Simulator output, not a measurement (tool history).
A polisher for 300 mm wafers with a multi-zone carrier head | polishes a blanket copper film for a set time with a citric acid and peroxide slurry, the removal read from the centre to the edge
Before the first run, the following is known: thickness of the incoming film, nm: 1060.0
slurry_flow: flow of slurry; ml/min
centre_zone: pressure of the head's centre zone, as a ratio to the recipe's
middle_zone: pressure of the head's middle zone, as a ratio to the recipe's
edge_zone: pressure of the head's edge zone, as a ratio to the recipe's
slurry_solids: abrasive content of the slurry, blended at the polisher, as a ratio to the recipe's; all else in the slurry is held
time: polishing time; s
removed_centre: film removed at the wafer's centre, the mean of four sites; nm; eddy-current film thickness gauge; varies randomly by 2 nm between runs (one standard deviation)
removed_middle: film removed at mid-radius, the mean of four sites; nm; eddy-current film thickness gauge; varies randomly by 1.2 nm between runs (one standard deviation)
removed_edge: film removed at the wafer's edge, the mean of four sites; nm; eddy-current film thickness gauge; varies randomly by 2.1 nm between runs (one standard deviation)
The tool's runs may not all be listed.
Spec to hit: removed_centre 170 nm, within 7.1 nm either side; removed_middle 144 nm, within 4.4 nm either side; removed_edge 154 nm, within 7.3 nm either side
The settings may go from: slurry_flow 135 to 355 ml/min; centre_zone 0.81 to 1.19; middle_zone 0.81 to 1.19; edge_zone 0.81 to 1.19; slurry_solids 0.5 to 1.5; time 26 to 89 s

run	hour	slurry_flow	centre_zone	middle_zone	edge_zone	slurry_solids	time	removed_centre	removed_middle	removed_edge
1	0	225	1	1	1	1	57	133.42	134.02	133.19
2	2.5	195	1	1	1	1	57	132.93	129.73	128.9
3	4	220	1.05	0.99	1.03	1.05	57	138.67	134.96	137.23
4	12.8	220	1.05	0.99	1.06	1.05	57	142.77	131.77	138.35
5	18.5	220	1.05	0.99	1.06	1.25	57	150.6	140.15	140.78
6	20.1	230	1.08	0.98	1.08	1.25	57	153.59	135.92	146.18
7	25.3	240	1.1	0.99	1.08	1.3	57	161.34	140.72	149.41
8	27.8	245	1.11	0.99	1.08	1.3	57	162.73	140.75	146.99
9	34.6	250	1.11	0.99	1.09	1.3	57	160.89	140.81	147.74
10	36.8	250	1.12	0.99	1.1	1.3	57	162.17	142.68	150.39

Next run, 4 choices. One meets every target within its allowed miss, the rest don't. Which?
A	39	180	1.11	0.84	1.17	1.25	65	?	?	?
B	39	325	1.12	0.96	1.1	1.5	56	?	?	?
C	39	315	0.94	0.86	1.19	0.95	68	?	?	?
D	39	280	1	0.89	1.19	1.1	61	?	?	?

move	removed_centre	removed_middle	removed_edge
A	171.04	133.62	163.51
B	169.3	145.11	151.83
C	154.15	144.12	170.8
D	150.32	135.93	157.03
A: brings the result that was furthest off to its target, and leaves another outside
B: each result inside its tolerance
C: the biggest miss grows against the last run
D: the biggest miss grows against the last run
Answer: B
